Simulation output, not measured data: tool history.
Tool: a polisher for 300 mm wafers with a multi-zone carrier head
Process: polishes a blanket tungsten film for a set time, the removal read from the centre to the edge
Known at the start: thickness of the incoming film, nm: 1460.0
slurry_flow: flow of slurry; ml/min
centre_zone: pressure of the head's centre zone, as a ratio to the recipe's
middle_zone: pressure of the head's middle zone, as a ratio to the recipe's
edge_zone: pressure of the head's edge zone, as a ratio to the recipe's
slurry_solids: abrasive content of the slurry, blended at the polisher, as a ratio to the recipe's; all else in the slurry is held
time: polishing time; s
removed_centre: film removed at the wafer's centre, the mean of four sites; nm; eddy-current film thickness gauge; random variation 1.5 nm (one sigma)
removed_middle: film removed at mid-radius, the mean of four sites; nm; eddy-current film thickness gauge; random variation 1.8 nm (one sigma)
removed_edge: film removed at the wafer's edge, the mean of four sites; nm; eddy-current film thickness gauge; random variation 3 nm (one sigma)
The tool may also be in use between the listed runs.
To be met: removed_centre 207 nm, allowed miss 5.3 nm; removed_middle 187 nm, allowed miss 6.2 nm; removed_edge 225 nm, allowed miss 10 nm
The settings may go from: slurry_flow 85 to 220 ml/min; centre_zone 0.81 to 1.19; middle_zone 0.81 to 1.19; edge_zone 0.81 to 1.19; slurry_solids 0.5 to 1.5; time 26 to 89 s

run	hour	slurry_flow	centre_zone	middle_zone	edge_zone	slurry_solids	time	removed_centre	removed_middle	removed_edge
1	0	140	1	1	1	1	57	357.39	356.28	357.25
2	7.8	140	1	1	1	1	63	391.79	394.64	393.6
3	11.9	130	0.98	0.95	1	0.85	57	334.49	322.83	337.3
4	15.2	130	0.98	0.95	1.08	0.85	57	333.88	324.37	355.42
5	17.6	130	0.98	0.95	1.08	0.95	57	338.9	327.31	360.02
6	22.7	130	0.98	0.95	1.08	0.8	57	328.74	322.38	347.04
7	31	120	0.96	0.91	1.07	0.7	52	284.49	271.16	307.74
8	36	115	0.95	0.89	1.04	0.65	49	259.5	241.69	281.26
9	40.2	95	0.87	0.81	0.94	0.5	45	193.59	191.21	221.55
10	42.6	100	0.89	0.81	0.95	0.5	44	198.68	188.3	226.61

4 next moves are on the table. One of them brings every result within its allowed miss. Which?
A	45	85	0.91	0.81	0.95	0.7	48	?	?	?
B	45	130	0.92	0.89	0.97	0.6	40	?	?	?
C	45	100	0.95	0.83	0.97	0.6	42	?	?	?
D	45	115	0.84	0.81	0.97	0.55	46	?	?	?

move	removed_centre	removed_middle	removed_edge
A	219.9	203.86	253.42
B	206.84	201.05	224.26
C	207.65	186.39	225.02
D	206.76	204.94	249.32
A: takes the result that was furthest off past its target
B: brings the result that was furthest off to its target, and leaves another outside
C: meets every target
D: brings the result that was furthest off to its target, and leaves another outside
The right move is C.
